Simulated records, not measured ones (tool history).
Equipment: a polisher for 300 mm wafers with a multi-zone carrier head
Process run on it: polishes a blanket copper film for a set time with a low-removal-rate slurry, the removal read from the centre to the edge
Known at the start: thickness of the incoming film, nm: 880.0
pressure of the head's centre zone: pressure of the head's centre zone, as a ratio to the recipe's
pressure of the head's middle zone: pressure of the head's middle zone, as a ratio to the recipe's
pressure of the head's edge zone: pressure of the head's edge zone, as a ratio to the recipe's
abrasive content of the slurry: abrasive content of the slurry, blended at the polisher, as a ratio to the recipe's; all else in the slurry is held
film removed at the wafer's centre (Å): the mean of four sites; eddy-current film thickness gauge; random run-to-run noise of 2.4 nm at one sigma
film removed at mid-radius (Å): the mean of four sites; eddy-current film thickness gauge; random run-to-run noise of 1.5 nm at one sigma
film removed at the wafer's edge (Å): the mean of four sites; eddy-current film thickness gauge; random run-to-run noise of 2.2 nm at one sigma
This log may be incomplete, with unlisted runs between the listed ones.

run,hour,flow of slurry (ml/min),pressure of the head's centre zone,pressure of the head's middle zone,pressure of the head's edge zone,abrasive content of the slurry,polishing time (s),film removed at the wafer's centre (Å),film removed at mid-radius (Å),film removed at the wafer's edge (Å)
1,0.0,170,1.00,1.00,1.00,1.00,82,3444.5,3447.1,3330.0
2,8.6,170,0.93,1.00,1.00,1.00,82,3183.4,3519.7,3444.1
3,13.4,160,0.91,1.01,0.96,0.85,69,2515.6,2802.5,2700.0
4,19.6,160,0.91,1.01,0.96,1.00,69,2644.9,2926.0,2821.8
5,24.8,190,0.91,1.01,0.96,1.00,69,2695.9,2994.5,2886.7
6,31.8,175,0.88,1.02,0.92,0.85,63,2192.8,2597.9,2384.0
7,35.9,125,0.82,0.95,0.82,0.60,59,1681.9,2005.4,1932.4

The next listed run, before its measurement:
8,42.2,125,0.83,0.97,0.82,0.55,57,?,?,?

{"run 8": {"film removed at the wafer's centre (Å)": 1622.1, "film removed at mid-radius (Å)": 1919.8, "film removed at the wafer's edge (Å)": 1803.3}}
